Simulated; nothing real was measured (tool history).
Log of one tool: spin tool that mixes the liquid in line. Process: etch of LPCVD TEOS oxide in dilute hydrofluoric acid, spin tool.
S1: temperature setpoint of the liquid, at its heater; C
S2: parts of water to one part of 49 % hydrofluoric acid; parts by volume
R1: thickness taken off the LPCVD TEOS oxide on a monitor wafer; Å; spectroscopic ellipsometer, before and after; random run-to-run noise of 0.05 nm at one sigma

{"run": 1, "hour": 0.0, "S1": 24.0, "S2": 105, "time under the liquid (s)": 15, "R1": 63.485}
{"run": 2, "hour": 3.4, "S1": 24.0, "S2": 105, "time under the liquid (s)": 15, "R1": 63.812}
{"run": 3, "hour": 11.3, "S1": 26.5, "S2": 95, "time under the liquid (s)": 15, "R1": 78.629}
{"run": 4, "hour": 18.6, "S1": 26.5, "S2": 95, "time under the liquid (s)": 15, "R1": 78.883}
{"run": 5, "hour": 27.1, "S1": 28.5, "S2": 90, "time under the liquid (s)": 15, "R1": 90.647}
{"run": 6, "hour": 29.8, "S1": 28.5, "S2": 90, "time under the liquid (s)": 15, "R1": 90.841}

Run 7 is up next; what results do you expect?
{"run": 7, "hour": 33.1, "S1": 29.5, "S2": 85, "time under the liquid (s)": 15, "R1": "?"}

Run 7 produced R1 99.973 Å.
